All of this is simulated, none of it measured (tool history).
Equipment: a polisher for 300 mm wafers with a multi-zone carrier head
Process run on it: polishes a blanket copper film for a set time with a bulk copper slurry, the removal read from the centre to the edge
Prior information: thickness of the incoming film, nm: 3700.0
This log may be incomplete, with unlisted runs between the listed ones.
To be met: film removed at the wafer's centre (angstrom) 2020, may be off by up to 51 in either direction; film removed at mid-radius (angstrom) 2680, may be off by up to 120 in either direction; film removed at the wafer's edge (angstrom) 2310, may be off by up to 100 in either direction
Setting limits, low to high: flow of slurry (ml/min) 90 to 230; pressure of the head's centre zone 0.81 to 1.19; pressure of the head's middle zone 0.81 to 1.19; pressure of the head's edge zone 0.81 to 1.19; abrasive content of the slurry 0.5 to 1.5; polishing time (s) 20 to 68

| run | hour | flow of slurry (ml/min) | pressure of the head's centre zone | pressure of the head's middle zone | pressure of the head's edge zone | abrasive content of the slurry | polishing time (s) | film removed at the wafer's centre (angstrom) | film removed at mid-radius (angstrom) | film removed at the wafer's edge (angstrom) |
|---|---|---|---|---|---|---|---|---|---|---|
| 1 | 0 | 150 | 1 | 1 | 1 | 1 | 44 | 3365.2 | 3484.2 | 3440.6 |
| 2 | 2.3 | 145 | 0.96 | 1.01 | 0.97 | 0.9 | 42 | 3029.4 | 3307.5 | 3257 |
| 3 | 3.3 | 145 | 0.95 | 1.04 | 0.95 | 0.85 | 39 | 2775.6 | 3110 | 2960 |
| 4 | 11.2 | 125 | 0.95 | 1.04 | 0.95 | 0.85 | 39 | 2658.4 | 3048.1 | 2917.9 |
| 5 | 14.7 | 125 | 1 | 1.04 | 0.95 | 0.85 | 39 | 2841.5 | 3037.8 | 2993 |
| 6 | 16 | 125 | 1 | 1.04 | 0.9 | 0.85 | 39 | 2822.5 | 3058.8 | 2909.9 |
|  | 19.3 | worn pad replaced by a new one |
| 7 | 19.3 | 125 | 1 | 1.04 | 0.9 | 0.85 | 39 | 2973.4 | 3160.2 | 3053.9 |
| 8 | 25.2 | 145 | 0.97 | 1.06 | 0.94 | 0.75 | 38 | 2851.1 | 3264.8 | 3053.9 |
| 9 | 26.4 | 120 | 0.87 | 1.09 | 0.84 | 0.5 | 30 | 1869.1 | 2426.3 | 2135.3 |
| 10 | 29.9 | 120 | 0.87 | 1.09 | 0.84 | 0.5 | 30 | 1866.1 | 2430.3 | 2133.4 |

5 candidate next runs follow, results not yet known. Just one meets every target within its allowed miss. Identify it.
| A | 33.4 | 105 | 0.82 | 0.94 | 0.87 | 0.5 | 36 | ? | ? | ? |
| B | 33.4 | 90 | 0.88 | 1.09 | 0.86 | 0.6 | 32 | ? | ? | ? |
| C | 33.4 | 125 | 0.84 | 1.02 | 0.89 | 0.5 | 31 | ? | ? | ? |
| D | 33.4 | 120 | 0.88 | 1.14 | 0.82 | 0.55 | 32 | ? | ? | ? |
| E | 33.4 | 90 | 0.9 | 1.01 | 1 | 0.6 | 35 | ? | ? | ? |

| move | film removed at the wafer's centre (angstrom) | film removed at mid-radius (angstrom) | film removed at the wafer's edge (angstrom) |
|---|---|---|---|
| A | 2040.7 | 2447.4 | 2623 |
| B | 1906.5 | 2423.8 | 2308.4 |
| C | 1880.1 | 2342.8 | 2329.6 |
| D | 2037.5 | 2664.3 | 2360.7 |
| E | 2131.9 | 2484.1 | 2635.5 |
A: the worst result of the last run now meets its target, but another is out of spec
B: closes in on the targets versus the last run, not all within tolerance yet
C: closes in on the targets versus the last run, not all within tolerance yet
D: every result lands within tolerance
E: pushes the last run's worst result past its target
Go with D: it meets all targets.

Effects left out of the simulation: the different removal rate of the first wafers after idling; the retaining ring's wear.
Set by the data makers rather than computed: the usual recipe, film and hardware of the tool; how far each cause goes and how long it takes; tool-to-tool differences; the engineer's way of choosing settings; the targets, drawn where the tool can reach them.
